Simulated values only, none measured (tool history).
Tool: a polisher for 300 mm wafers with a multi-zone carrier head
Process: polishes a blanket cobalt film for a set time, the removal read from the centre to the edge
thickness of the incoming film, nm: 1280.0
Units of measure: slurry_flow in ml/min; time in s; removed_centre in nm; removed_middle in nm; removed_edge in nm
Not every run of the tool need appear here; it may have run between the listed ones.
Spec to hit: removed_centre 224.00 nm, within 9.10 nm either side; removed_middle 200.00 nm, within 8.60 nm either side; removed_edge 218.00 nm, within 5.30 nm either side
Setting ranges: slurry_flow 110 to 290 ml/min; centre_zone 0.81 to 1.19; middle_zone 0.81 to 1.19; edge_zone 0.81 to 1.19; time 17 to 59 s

run  hour  slurry_flow  centre_zone  middle_zone  edge_zone  time  removed_centre  removed_middle  removed_edge
  1   0.0          185         1.00         1.00       1.00    38          290.20          293.50        286.13
  2   1.5          185         1.00         1.00       1.07    38          291.32          291.20        291.21
  3   9.9          185         1.08         1.00       1.07    38          318.11          294.20        291.62
  4  16.0          180         1.07         0.97       1.05    36          291.66          264.46        275.23
  5  24.9          175         1.07         0.96       1.03    34          275.67          249.17        256.36
  6  27.2          175         1.07         0.96       1.03    38          310.71          278.21        286.83
  7  29.5          170         1.06         0.94       1.01    36          287.17          264.52        271.80
  8  35.1          170         1.06         0.93       1.01    34          265.50          246.55        255.98
  9  40.2          165         1.07         0.91       1.00    33          264.55          224.60        244.99
 10  46.8          160         1.06         0.90       0.98    33          263.43          228.32        242.65
 11  53.3          140         1.00         0.84       0.98    29          208.26          184.16        209.59
 12  61.6          150         1.00         0.85       0.98    29          210.96          186.65        211.21
 13  66.0          155         1.00         0.86       0.98    29          215.05          187.82        211.52

Consider the 4 candidate settings below. Which is the only one whose results all fall within their allowed miss of target?
  A  70.4          135         1.07         0.81       1.08    28               ?               ?             ?
  B  70.4          135         0.96         0.91       0.99    29               ?               ?             ?
  C  70.4          175         1.00         0.83       0.98    28               ?               ?             ?
  D  70.4          145         1.01         0.89       0.98    30               ?               ?             ?

move  removed_centre  removed_middle  removed_edge
   A          212.43          169.55        208.80
   B          197.37          193.40        208.76
   C          211.03          182.70        209.03
   D          218.96          199.65        217.75
A: lands further from the targets than the last run did
B: gets the furthest-off result to its target, but another result is out of tolerance
C: lands further from the targets than the last run did
D: all results land within tolerance of their targets
The right move is D.
